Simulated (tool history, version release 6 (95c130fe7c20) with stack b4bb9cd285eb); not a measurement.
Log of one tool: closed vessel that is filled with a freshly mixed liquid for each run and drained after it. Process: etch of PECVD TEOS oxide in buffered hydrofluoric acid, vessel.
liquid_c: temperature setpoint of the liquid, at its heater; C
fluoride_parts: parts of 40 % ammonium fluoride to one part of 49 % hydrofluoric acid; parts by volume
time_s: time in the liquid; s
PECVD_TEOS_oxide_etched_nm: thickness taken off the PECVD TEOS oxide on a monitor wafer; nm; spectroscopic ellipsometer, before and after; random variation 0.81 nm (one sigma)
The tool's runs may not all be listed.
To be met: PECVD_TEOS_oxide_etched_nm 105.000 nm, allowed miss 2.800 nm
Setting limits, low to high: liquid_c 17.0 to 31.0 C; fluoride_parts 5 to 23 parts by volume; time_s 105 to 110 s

run 1 day=0.000 | liquid_c=23.0 fluoride_parts=14 time_s=105 | PECVD_TEOS_oxide_etched_nm=142.130
run 2 day=0.262 | liquid_c=21.5 fluoride_parts=14 time_s=105 | PECVD_TEOS_oxide_etched_nm=129.910
run 3 day=0.525 | liquid_c=21.5 fluoride_parts=14 time_s=105 | PECVD_TEOS_oxide_etched_nm=130.600
run 4 day=0.888 | liquid_c=20.5 fluoride_parts=14 time_s=105 | PECVD_TEOS_oxide_etched_nm=122.470
run 5 day=1.204 | liquid_c=20.0 fluoride_parts=14 time_s=105 | PECVD_TEOS_oxide_etched_nm=120.690
run 6 day=1.458 | liquid_c=19.5 fluoride_parts=14 time_s=105 | PECVD_TEOS_oxide_etched_nm=115.850
run 7 day=1.696 | liquid_c=19.0 fluoride_parts=14 time_s=105 | PECVD_TEOS_oxide_etched_nm=114.260
run 8 day=2.079 | liquid_c=18.5 fluoride_parts=14 time_s=105 | PECVD_TEOS_oxide_etched_nm=109.220

Which single option among these 4 for the next run brings every result within its allowed miss of target? Just one does.
run A day=2.462 | liquid_c=20.5 fluoride_parts=16 time_s=110 | PECVD_TEOS_oxide_etched_nm=?
run B day=2.462 | liquid_c=19.0 fluoride_parts=15 time_s=105 | PECVD_TEOS_oxide_etched_nm=?
run C day=2.462 | liquid_c=21.5 fluoride_parts=17 time_s=110 | PECVD_TEOS_oxide_etched_nm=?
run D day=2.462 | liquid_c=18.5 fluoride_parts=16 time_s=105 | PECVD_TEOS_oxide_etched_nm=?

move=A PECVD_TEOS_oxide_etched_nm=112.980
move=B PECVD_TEOS_oxide_etched_nm=105.630
move=C PECVD_TEOS_oxide_etched_nm=112.520
move=D PECVD_TEOS_oxide_etched_nm=96.362
A: lands further from the targets than the last run did
B: every result within its allowed miss
C: lands further from the targets than the last run did
D: pushes the last run's worst result past its target
Answer: B

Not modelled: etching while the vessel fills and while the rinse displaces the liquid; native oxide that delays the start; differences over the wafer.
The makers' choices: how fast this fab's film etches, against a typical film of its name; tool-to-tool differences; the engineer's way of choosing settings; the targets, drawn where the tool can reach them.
